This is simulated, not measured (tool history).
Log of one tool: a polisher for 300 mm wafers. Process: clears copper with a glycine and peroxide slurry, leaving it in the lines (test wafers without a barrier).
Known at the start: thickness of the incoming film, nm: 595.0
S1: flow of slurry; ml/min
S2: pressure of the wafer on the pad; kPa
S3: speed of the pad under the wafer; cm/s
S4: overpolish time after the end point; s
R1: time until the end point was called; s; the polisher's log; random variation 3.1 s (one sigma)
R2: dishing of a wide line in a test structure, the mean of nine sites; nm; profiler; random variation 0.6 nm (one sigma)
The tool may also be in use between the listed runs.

{"run": 1, "hour": 0.0, "S1": 160, "S2": 20.0, "S3": 116, "S4": 21, "R1": 124.56, "R2": 70.014}
{"run": 2, "hour": 4.8, "S1": 160, "S2": 20.0, "S3": 102, "S4": 21, "R1": 131.33, "R2": 66.972}
{"run": 3, "hour": 10.8, "S1": 180, "S2": 20.0, "S3": 102, "S4": 21, "R1": 122.35, "R2": 66.585}
{"run": 4, "hour": 12.6, "S1": 180, "S2": 17.9, "S3": 100, "S4": 20, "R1": 134.09, "R2": 59.985}
{"run": 5, "hour": 16.9, "S1": 180, "S2": 16.5, "S3": 98, "S4": 19, "R1": 148.44, "R2": 55.177}
{"run": 6, "hour": 19.1, "S1": 180, "S2": 16.5, "S3": 70, "S4": 19, "R1": 173.56, "R2": 48.144}
{"run": 7, "hour": 25.7, "S1": 180, "S2": 16.5, "S3": 70, "S4": 19, "R1": 172.68, "R2": 48.576}

Run 8 comes next. What will it give?
{"run": 8, "hour": 31.1, "S1": 180, "S2": 16.5, "S3": 70, "S4": 19, "R1": "?", "R2": "?"}

R1: 175.40 s
R2: 49.111 nm
